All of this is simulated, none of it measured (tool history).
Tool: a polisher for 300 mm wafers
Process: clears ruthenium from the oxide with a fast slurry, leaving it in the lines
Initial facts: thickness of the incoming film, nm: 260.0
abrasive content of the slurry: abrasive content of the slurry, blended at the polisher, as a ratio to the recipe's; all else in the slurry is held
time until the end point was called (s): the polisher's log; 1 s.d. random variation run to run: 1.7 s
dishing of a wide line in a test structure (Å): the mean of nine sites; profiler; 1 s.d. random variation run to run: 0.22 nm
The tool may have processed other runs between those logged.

run	day	flow of slurry (ml/min)	pressure of the wafer on the pad (psi)	speed of the pad under the wafer (m/s)	abrasive content of the slurry	overpolish time after the end point (s)	time until the end point was called (s)	dishing of a wide line in a test structure (Å)
1	0.000	305	3.1	0.86	1.0	14	95.945	269.92
2	0.312	305	2.9	0.86	1.0	14	102.090	251.55
3	0.467	305	2.9	0.86	1.0	17	102.330	296.50
4	0.725	305	2.7	0.86	1.0	16	108.240	263.68
5	0.912	305	2.6	0.86	1.0	15	110.670	248.90
# day 1.100: worn pad replaced by a new one
6	1.100	305	2.3	0.86	1.0	15	111.370	245.29

Predict the results of run 7:
7	1.400	305	2.1	0.86	1.0	15	?	?

{"run 7": {"time until the end point was called (s)": 125.44, "dishing of a wide line in a test structure (Å)": 229.86}}

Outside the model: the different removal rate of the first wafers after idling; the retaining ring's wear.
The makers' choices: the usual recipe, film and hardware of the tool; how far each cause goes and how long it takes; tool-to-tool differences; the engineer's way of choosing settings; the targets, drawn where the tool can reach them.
